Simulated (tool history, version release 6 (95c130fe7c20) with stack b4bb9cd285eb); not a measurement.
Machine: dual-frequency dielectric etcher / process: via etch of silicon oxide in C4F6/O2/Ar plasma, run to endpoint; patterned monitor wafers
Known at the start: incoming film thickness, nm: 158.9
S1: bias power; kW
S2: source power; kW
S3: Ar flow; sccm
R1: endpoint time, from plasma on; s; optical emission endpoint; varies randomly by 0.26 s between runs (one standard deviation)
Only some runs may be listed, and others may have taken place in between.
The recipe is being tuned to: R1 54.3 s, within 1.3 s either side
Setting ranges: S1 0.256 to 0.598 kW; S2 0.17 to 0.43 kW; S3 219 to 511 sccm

run,hour,S1,S2,S3,R1
1,0,0.427,0.3,365,43.56
2,4.1,0.381,0.3,365,45.374
3,7.3,0.427,0.3,365,43.512
4,11.7,0.427,0.3,312,42.703
5,12.4,0.427,0.3,342,43.121
6,19.7,0.427,0.27,342,45.718
7,24.7,0.41,0.27,343,46.791
8,26.4,0.394,0.27,343,46.896
9,34.5,0.38,0.27,344,48.171

Below are 4 possible settings for the next run. Only one of them brings all results inside the allowed miss of their targets. Which is it?
A,42.6,0.422,0.23,379,?
B,42.6,0.323,0.24,350,?
C,42.6,0.36,0.32,392,?
D,42.6,0.335,0.28,380,?

move,R1
A,50.559
B,54.738
C,45.509
D,50.014
A: better than the last run, though not everything is in spec
B: all results in spec
C: its largest miss is bigger than the last run's
D: better than the last run, though not everything is in spec
The move that meets every target is B.
